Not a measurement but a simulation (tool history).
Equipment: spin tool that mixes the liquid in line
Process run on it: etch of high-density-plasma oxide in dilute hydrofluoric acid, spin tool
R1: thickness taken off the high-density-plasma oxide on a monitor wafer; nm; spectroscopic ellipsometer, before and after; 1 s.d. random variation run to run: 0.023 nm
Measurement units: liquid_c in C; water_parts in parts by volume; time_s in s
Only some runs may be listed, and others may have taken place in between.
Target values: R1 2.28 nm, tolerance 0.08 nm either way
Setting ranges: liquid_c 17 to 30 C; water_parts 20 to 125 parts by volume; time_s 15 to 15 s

Run 1, hour 0: liquid_c 22 C, water_parts 70 parts by volume, time_s 15 s. Result: R1 1.3074 nm.
Run 2, hour 2.5: liquid_c 22 C, water_parts 70 parts by volume, time_s 15 s. Result: R1 1.2994 nm.
Run 3, hour 6.8: liquid_c 24 C, water_parts 65 parts by volume, time_s 15 s. Result: R1 1.5288 nm.
Run 4, hour 13.3: liquid_c 24 C, water_parts 85 parts by volume, time_s 15 s. Result: R1 1.1471 nm.
Run 5, hour 21.6: liquid_c 24 C, water_parts 85 parts by volume, time_s 15 s. Result: R1 1.1468 nm.
Run 6, hour 22.8: liquid_c 25.5 C, water_parts 75 parts by volume, time_s 15 s. Result: R1 1.3843 nm.
Run 7, hour 31.2: liquid_c 29.5 C, water_parts 45 parts by volume, time_s 15 s. Result: R1 2.8714 nm.
Run 8, hour 34.9: liquid_c 28 C, water_parts 45 parts by volume, time_s 15 s. Result: R1 2.6619 nm.
Run 9, hour 38.1: liquid_c 27 C, water_parts 45 parts by volume, time_s 15 s. Result: R1 2.6078 nm.
Run 10, hour 39.6: liquid_c 26 C, water_parts 45 parts by volume, time_s 15 s. Result: R1 2.5108 nm.

Which of these 5 next moves meets every target?
Run A, hour 41.1: liquid_c 25.5 C, water_parts 40 parts by volume, time_s 15 s. Result: R1 ?.
Run B, hour 41.1: liquid_c 25 C, water_parts 35 parts by volume, time_s 15 s. Result: R1 ?.
Run C, hour 41.1: liquid_c 24.5 C, water_parts 40 parts by volume, time_s 15 s. Result: R1 ?.
Run D, hour 41.1: liquid_c 24 C, water_parts 45 parts by volume, time_s 15 s. Result: R1 ?.
Run E, hour 41.1: liquid_c 26.5 C, water_parts 40 parts by volume, time_s 15 s. Result: R1 ?.

move      R1
   A  2.7409
   B  3.0899
   C  2.6303
   D  2.2749
   E  2.8552
A: the biggest miss grows against the last run
B: the biggest miss grows against the last run
C: the biggest miss grows against the last run
D: all results in spec
E: the biggest miss grows against the last run
So the answer is move D, the one that meets all the targets.

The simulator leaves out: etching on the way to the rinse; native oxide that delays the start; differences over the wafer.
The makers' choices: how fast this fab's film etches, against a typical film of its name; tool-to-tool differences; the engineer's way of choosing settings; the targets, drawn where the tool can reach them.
